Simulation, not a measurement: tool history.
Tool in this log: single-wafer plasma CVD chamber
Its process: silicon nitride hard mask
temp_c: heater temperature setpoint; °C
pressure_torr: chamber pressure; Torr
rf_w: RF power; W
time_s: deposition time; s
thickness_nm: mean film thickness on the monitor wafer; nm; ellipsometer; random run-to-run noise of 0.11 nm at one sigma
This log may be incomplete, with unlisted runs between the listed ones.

run 1 hour=0 | temp_c=410 pressure_torr=1.98 rf_w=385 time_s=30.5 | thickness_nm=45.012
run 2 hour=1.3 | temp_c=410 pressure_torr=2.06 rf_w=385 time_s=30.5 | thickness_nm=45.633
run 3 hour=10.3 | temp_c=410 pressure_torr=2.06 rf_w=385 time_s=30.5 | thickness_nm=45.528
run 4 hour=18.7 | temp_c=404 pressure_torr=2.06 rf_w=385 time_s=30.5 | thickness_nm=45.589
run 5 hour=22 | temp_c=404 pressure_torr=2.12 rf_w=385 time_s=30.5 | thickness_nm=46.092
run 6 hour=27.4 | temp_c=404 pressure_torr=2.17 rf_w=385 time_s=30.5 | thickness_nm=46.617
run 7 hour=33.5 | temp_c=404 pressure_torr=2.2 rf_w=385 time_s=30.5 | thickness_nm=46.857
run 8 hour=40.5 | temp_c=404 pressure_torr=2.23 rf_w=385 time_s=30.5 | thickness_nm=46.756

The next listed run, before its measurement:
run 9 hour=42.9 | temp_c=404 pressure_torr=2.26 rf_w=385 time_s=30.5 | thickness_nm=?

Run 9 produced thickness_nm 47.043 nm.
